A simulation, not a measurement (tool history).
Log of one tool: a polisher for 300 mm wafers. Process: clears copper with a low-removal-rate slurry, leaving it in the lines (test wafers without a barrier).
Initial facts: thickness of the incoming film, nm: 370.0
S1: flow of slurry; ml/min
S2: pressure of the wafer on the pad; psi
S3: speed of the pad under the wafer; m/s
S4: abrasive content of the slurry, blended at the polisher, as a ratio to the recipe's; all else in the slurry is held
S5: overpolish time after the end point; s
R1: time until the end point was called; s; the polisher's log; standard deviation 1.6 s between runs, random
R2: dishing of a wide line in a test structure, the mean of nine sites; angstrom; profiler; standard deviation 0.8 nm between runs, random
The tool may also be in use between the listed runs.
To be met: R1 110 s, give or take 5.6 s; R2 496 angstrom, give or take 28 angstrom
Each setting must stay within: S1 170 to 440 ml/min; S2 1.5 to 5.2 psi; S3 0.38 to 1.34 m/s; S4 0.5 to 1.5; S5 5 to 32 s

run	day	S1	S2	S3	S4	S5	R1	R2
1	0	280	3.3	0.86	1	16	96.238	349.92
2	0.371	280	3.3	0.86	0.9	16	97.029	342.28
3	0.496	285	3.2	0.86	0.9	18	100.61	368.09
4	0.65	285	3.2	0.98	0.9	18	91.815	400.7
5	0.733	285	3.1	0.98	0.9	19	92.428	408.96
6	1.025	255	3.1	0.98	0.9	19	94.461	403.04
7	1.362	255	3.1	0.98	0.9	19	96.941	404.88
8	1.688	255	2.7	0.96	0.9	26	106.68	457.64

Exercise: of the 5 proposed moves below, exactly one satisfies all targets within the stated allowed misses. Which move is it?
A	2.012	170	2.7	1.02	0.85	32	?	?
B	2.012	230	2.5	0.86	1.05	32	?	?
C	2.012	230	2.9	0.76	0.8	32	?	?
D	2.012	220	2.9	0.9	0.9	28	?	?
E	2.012	250	3	0.82	0.95	24	?	?

move	R1	R2
A	110.54	551.52
B	126.85	493.31
C	128.25	494.55
D	111.16	498.26
E	113.67	433.27
A: the result that was furthest off in the last run now lies on the other side of its target
B: the furthest-off result lands on target, but another misses its tolerance
C: the furthest-off result lands on target, but another misses its tolerance
D: all results land within tolerance of their targets
E: further off than the last run
Go with D: it meets all targets.

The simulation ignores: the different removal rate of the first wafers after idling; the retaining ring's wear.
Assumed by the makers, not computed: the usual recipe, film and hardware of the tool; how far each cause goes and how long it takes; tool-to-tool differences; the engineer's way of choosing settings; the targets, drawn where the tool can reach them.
